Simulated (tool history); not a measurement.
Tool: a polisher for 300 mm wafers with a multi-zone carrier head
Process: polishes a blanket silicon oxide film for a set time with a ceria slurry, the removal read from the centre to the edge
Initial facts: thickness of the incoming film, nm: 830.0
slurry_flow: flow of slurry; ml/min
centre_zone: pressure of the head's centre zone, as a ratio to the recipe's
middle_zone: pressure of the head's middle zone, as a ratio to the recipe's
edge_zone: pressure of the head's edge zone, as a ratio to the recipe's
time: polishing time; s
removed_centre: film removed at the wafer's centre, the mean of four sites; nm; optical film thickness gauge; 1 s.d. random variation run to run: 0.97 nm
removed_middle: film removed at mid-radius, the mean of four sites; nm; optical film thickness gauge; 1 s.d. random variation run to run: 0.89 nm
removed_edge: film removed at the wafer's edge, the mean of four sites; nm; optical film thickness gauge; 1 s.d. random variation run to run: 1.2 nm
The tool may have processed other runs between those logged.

{"run": 1, "hour": 0.0, "slurry_flow": 235, "centre_zone": 1, "middle_zone": 1, "edge_zone": 1, "time": 39, "removed_centre": 184.58, "removed_middle": 188.28, "removed_edge": 187.88}
{"run": 2, "hour": 1.8, "slurry_flow": 235, "centre_zone": 1.03, "middle_zone": 1, "edge_zone": 1, "time": 39, "removed_centre": 193.06, "removed_middle": 185.47, "removed_edge": 188}
{"run": 3, "hour": 3.4, "slurry_flow": 235, "centre_zone": 1.09, "middle_zone": 1, "edge_zone": 1, "time": 39, "removed_centre": 202.18, "removed_middle": 187.84, "removed_edge": 186.56}
{"run": 4, "hour": 5.9, "slurry_flow": 235, "centre_zone": 1.09, "middle_zone": 1, "edge_zone": 0.97, "time": 39, "removed_centre": 204.67, "removed_middle": 185.36, "removed_edge": 187.5}
{"run": 5, "hour": 10.9, "slurry_flow": 205, "centre_zone": 1.09, "middle_zone": 1, "edge_zone": 0.97, "time": 39, "removed_centre": 199.65, "removed_middle": 182.81, "removed_edge": 182.72}
{"run": 6, "hour": 18.7, "slurry_flow": 200, "centre_zone": 1.07, "middle_zone": 1, "edge_zone": 0.96, "time": 36, "removed_centre": 180.53, "removed_middle": 168.64, "removed_edge": 168.74}
{"run": 7, "hour": 20.7, "slurry_flow": 195, "centre_zone": 1.05, "middle_zone": 1, "edge_zone": 0.95, "time": 34, "removed_centre": 169.37, "removed_middle": 157.07, "removed_edge": 158.96}
{"run": 8, "hour": 28.1, "slurry_flow": 215, "centre_zone": 0.95, "middle_zone": 1.07, "edge_zone": 0.85, "time": 23, "removed_centre": 105.23, "removed_middle": 114.69, "removed_edge": 103.36}
{"run": 9, "hour": 30.1, "slurry_flow": 260, "centre_zone": 0.98, "middle_zone": 1.06, "edge_zone": 0.95, "time": 23, "removed_centre": 109.93, "removed_middle": 115.17, "removed_edge": 108.24}
{"run": 10, "hour": 34.9, "slurry_flow": 260, "centre_zone": 0.98, "middle_zone": 1.06, "edge_zone": 0.96, "time": 23, "removed_centre": 109.29, "removed_middle": 113.95, "removed_edge": 108.29}
{"run": 11, "hour": 40.9, "slurry_flow": 260, "centre_zone": 0.98, "middle_zone": 1.06, "edge_zone": 0.97, "time": 23, "removed_centre": 109.05, "removed_middle": 114.69, "removed_edge": 111.21}

Run 12 has not been measured yet. What should we expect?
{"run": 12, "hour": 43.1, "slurry_flow": 260, "centre_zone": 0.98, "middle_zone": 1.07, "edge_zone": 0.97, "time": 23, "removed_centre": "?", "removed_middle": "?", "removed_edge": "?"}

{"run 12": {"removed_centre": 110.99, "removed_middle": 114.46, "removed_edge": 110.21}}
